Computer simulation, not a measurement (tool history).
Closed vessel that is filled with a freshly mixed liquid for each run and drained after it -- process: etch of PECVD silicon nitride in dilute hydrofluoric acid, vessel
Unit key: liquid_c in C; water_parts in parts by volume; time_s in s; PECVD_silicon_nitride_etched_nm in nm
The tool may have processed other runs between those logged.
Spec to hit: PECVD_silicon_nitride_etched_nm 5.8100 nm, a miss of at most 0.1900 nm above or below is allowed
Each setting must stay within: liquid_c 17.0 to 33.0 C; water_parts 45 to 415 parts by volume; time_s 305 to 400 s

run    day  liquid_c  water_parts  time_s  PECVD_silicon_nitride_etched_nm
  1  0.000      25.0          230     400                           4.2375
  2  0.288      23.5          230     400                           3.8618
  3  0.412      23.5          230     305                           2.9613
  4  0.638      25.0          230     305                           3.2757
  5  0.992      26.5          220     305                           3.6621
  6  1.071      26.5          290     305                           2.7945
  7  1.212      28.0          265     305                           3.3245
  8  1.446      29.0          245     305                           3.8460
  9  1.721      30.0          235     305                           4.2564
 10  2.058      30.5          225     305                           4.6166
 11  2.450      31.0          220     305                           4.9038
 12  2.571      31.5          215     305                           5.1769
 13  2.950      32.0          215     305                           5.2936
 14  3.175      32.5          210     305                           5.5712

Which single option among these 5 for the next run brings every result within its allowed miss of target? Just one does.
  A  3.400      32.5          230     330                                ?
  B  3.400      31.0          215     325                                ?
  C  3.400      31.0          255     400                                ?
  D  3.400      30.0          215     345                                ?
  E  3.400      31.5          190     305                                ?

move  PECVD_silicon_nitride_etched_nm
   A                           5.5132
   B                           5.3341
   C                           5.5075
   D                           5.3371
   E                           5.8540
A: moves away from the targets compared with the last run
B: moves away from the targets compared with the last run
C: moves away from the targets compared with the last run
D: moves away from the targets compared with the last run
E: every result lands within tolerance
The move that meets every target is E.
